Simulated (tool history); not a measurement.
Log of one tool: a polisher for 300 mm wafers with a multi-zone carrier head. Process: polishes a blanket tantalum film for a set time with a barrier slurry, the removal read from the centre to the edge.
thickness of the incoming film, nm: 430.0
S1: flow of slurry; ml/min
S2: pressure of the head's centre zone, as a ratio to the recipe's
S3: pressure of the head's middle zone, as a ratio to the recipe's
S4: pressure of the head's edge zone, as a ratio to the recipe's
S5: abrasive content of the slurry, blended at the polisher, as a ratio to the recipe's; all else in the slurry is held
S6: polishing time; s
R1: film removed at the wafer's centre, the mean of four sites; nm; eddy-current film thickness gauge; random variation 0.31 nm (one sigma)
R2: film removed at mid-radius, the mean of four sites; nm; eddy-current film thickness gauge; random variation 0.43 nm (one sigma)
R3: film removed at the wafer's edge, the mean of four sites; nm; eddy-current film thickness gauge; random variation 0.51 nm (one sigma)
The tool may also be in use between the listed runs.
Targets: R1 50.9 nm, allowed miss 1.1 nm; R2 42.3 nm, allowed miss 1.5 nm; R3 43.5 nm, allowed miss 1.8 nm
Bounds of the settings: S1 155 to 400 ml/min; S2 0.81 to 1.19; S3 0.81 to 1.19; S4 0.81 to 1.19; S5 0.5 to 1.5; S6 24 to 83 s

run 1 day=0 | S1=255 S2=1 S3=1 S4=1 S5=1 S6=53 | R1=68.218 R2=63.998 R3=67.38
run 2 day=0.296 | S1=255 S2=1 S3=1 S4=1 S5=1 S6=66 | R1=85.091 R2=81.843 R3=83.779
run 3 day=0.625 | S1=260 S2=1.01 S3=0.99 S4=0.97 S5=0.9 S6=62 | R1=78.178 R2=72.942 R3=75.746
run 4 day=0.921 | S1=260 S2=1.01 S3=0.99 S4=0.97 S5=0.9 S6=51 | R1=63.966 R2=59.859 R3=61.945
run 5 day=1.133 | S1=285 S2=1.01 S3=0.99 S4=0.97 S5=0.9 S6=51 | R1=65.269 R2=60.63 R3=62.371
run 6 day=1.3 | S1=285 S2=1.01 S3=0.99 S4=0.89 S5=0.9 S6=51 | R1=64.264 R2=60.256 R3=60.469
run 7 day=1.542 | S1=290 S2=1.02 S3=0.98 S4=0.88 S5=0.85 S6=49 | R1=62.158 R2=57.578 R3=56.503
run 8 day=1.621 | S1=255 S2=1.01 S3=0.88 S4=0.82 S5=0.6 S6=43 | R1=47.348 R2=40.979 R3=43.459
run 9 day=1.812 | S1=255 S2=1.01 S3=0.88 S4=0.82 S5=0.6 S6=43 | R1=47.858 R2=40.081 R3=42.643
run 10 day=2.088 | S1=265 S2=1.01 S3=0.88 S4=0.82 S5=0.6 S6=43 | R1=47.38 R2=41.113 R3=42.766
run 11 day=2.358 | S1=270 S2=1.02 S3=0.88 S4=0.82 S5=0.6 S6=43 | R1=48.013 R2=40.432 R3=44.055
run 12 day=2.629 | S1=265 S2=1.03 S3=0.89 S4=0.82 S5=0.6 S6=43 | R1=48.637 R2=41.477 R3=42.412
run 13 day=2.892 | S1=270 S2=1.03 S3=0.89 S4=0.82 S5=0.6 S6=43 | R1=47.899 R2=41.244 R3=43.952
run 14 day=2.929 | S1=260 S2=1.05 S3=0.9 S4=0.82 S5=0.6 S6=43 | R1=49.242 R2=41.369 R3=43.091

4 next moves are on the table. One of them brings every result within its allowed miss. Which?
run A day=2.967 | S1=245 S2=1.1 S3=0.83 S4=0.87 S5=0.55 S6=44 | R1=? R2=? R3=?
run B day=2.967 | S1=240 S2=1.09 S3=0.86 S4=0.81 S5=0.6 S6=43 | R1=? R2=? R3=?
run C day=2.967 | S1=240 S2=1.08 S3=0.92 S4=0.84 S5=0.7 S6=41 | R1=? R2=? R3=?
run D day=2.967 | S1=210 S2=1.15 S3=0.92 S4=0.84 S5=0.8 S6=40 | R1=? R2=? R3=?

move=A R1=50.412 R2=37.982 R3=43.137
move=B R1=50.272 R2=39.29 R3=42.388
move=C R1=50.067 R2=41.607 R3=43.078
move=D R1=53.526 R2=41.801 R3=43.431
A: brings the result that was furthest off to its target, and leaves another outside
B: brings the result that was furthest off to its target, and leaves another outside
C: meets every target
D: takes the result that was furthest off past its target
The right move is C.

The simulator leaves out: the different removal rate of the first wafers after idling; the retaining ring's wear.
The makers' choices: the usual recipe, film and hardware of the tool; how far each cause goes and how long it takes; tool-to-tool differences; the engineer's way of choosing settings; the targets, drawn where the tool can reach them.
